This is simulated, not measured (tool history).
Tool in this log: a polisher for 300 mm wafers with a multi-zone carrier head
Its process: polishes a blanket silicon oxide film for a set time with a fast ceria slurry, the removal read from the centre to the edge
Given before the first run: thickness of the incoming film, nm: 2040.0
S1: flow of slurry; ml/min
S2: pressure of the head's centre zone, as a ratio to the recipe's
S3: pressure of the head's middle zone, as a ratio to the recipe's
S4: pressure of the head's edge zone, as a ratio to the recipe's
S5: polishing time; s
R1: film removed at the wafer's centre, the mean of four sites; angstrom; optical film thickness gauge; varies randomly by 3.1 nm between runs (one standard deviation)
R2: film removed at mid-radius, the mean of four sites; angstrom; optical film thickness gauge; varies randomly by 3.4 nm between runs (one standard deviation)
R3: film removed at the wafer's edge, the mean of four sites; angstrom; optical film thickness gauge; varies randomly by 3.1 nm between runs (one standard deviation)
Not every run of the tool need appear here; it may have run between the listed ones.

run 1 day=0.000 | S1=135 S2=1.00 S3=1.00 S4=1.00 S5=52 | R1=6361.0 R2=6206.8 R3=6650.9
run 2 day=0.312 | S1=130 S2=0.97 S3=1.00 S4=0.96 S5=49 | R1=5796.4 R2=5904.4 R3=6119.9
run 3 day=0.483 | S1=130 S2=0.92 S3=1.00 S4=0.96 S5=49 | R1=5524.5 R2=5823.8 R3=6184.2
run 4 day=0.638 | S1=130 S2=0.92 S3=1.05 S4=0.96 S5=49 | R1=5587.8 R2=6042.7 R3=6135.0
run 5 day=0.838 | S1=120 S2=0.91 S3=1.03 S4=0.93 S5=47 | R1=5176.6 R2=5668.4 R3=5705.2
run 6 day=1.088 | S1=110 S2=0.90 S3=1.01 S4=0.91 S5=46 | R1=4930.3 R2=5336.8 R3=5548.0
run 7 day=1.175 | S1=110 S2=0.90 S3=1.01 S4=0.91 S5=46 | R1=4932.4 R2=5407.1 R3=5518.6
run 8 day=1.488 | S1=105 S2=0.90 S3=1.00 S4=0.89 S5=45 | R1=4830.8 R2=5237.3 R3=5273.0

Forecast run 9:
-- day=1.742 edge zone pressure recalibrated
run 9 day=1.742 | S1=100 S2=0.89 S3=0.99 S4=0.87 S5=45 | R1=? R2=? R3=?

R1: 4665.7 angstrom
R2: 5154.8 angstrom
R3: 4961.3 angstrom
